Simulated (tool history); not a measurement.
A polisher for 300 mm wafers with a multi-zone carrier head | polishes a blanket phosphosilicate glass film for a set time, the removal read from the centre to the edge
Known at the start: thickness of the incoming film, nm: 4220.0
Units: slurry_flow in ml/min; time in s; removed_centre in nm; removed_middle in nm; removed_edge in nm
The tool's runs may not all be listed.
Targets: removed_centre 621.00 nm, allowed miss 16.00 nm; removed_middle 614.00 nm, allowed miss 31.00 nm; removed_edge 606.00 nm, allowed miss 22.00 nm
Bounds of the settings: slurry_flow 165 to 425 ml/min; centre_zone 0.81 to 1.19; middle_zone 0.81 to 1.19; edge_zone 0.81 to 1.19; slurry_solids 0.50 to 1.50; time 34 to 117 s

run,hour,slurry_flow,centre_zone,middle_zone,edge_zone,slurry_solids,time,removed_centre,removed_middle,removed_edge
1,0.0,275,1.00,1.00,1.00,1.00,75,767.08,767.59,791.38
2,0.7,275,1.00,1.00,1.00,0.90,75,721.63,693.10,728.92
3,9.3,270,0.98,1.00,0.95,0.85,75,674.50,671.17,672.86
4,14.7,270,0.98,1.00,0.95,0.95,75,731.96,724.41,731.45
5,15.6,265,0.95,0.98,0.91,0.90,75,680.52,686.03,694.00
6,21.6,265,0.95,0.98,0.91,0.75,75,581.06,585.61,609.91
# hour 24.3: edge zone pressure recalibrated
7,24.3,280,0.96,0.99,0.90,0.75,75,593.39,579.88,572.10
8,27.5,270,0.97,1.00,0.91,0.75,75,600.05,610.01,580.30

4 next moves are on the table. One of them brings every result within its allowed miss. Which?
A,30.7,165,0.97,1.11,0.94,0.80,75,?,?,?
B,30.7,190,0.99,1.00,0.94,0.80,76,?,?,?
C,30.7,245,0.91,1.01,0.98,0.85,71,?,?,?
D,30.7,195,0.90,1.06,0.88,0.75,78,?,?,?

move,removed_centre,removed_middle,removed_edge
A,583.62,638.91,586.06
B,621.76,609.45,607.23
C,588.89,626.83,624.96
D,556.34,625.66,574.09
A: further off than the last run
B: meets every target
C: further off than the last run
D: further off than the last run
The right move is B.
